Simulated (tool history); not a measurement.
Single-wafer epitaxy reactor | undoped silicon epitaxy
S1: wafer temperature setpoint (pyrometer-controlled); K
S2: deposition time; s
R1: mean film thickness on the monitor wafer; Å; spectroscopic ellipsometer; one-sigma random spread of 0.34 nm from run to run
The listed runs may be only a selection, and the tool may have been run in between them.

run	hour	S1	S2	R1
1	0	918.15	546	775.28
2	1	918.15	511	723.45
3	6.7	928.15	511	876.86
4	8.9	923.15	509	795.66
5	13.8	918.15	509	730.71
6	14.6	918.15	562	804.12
7	15.1	914.15	561	744.73

What will run 8 give?
8	18.9	911.15	560	?

R1: 694.51 Å
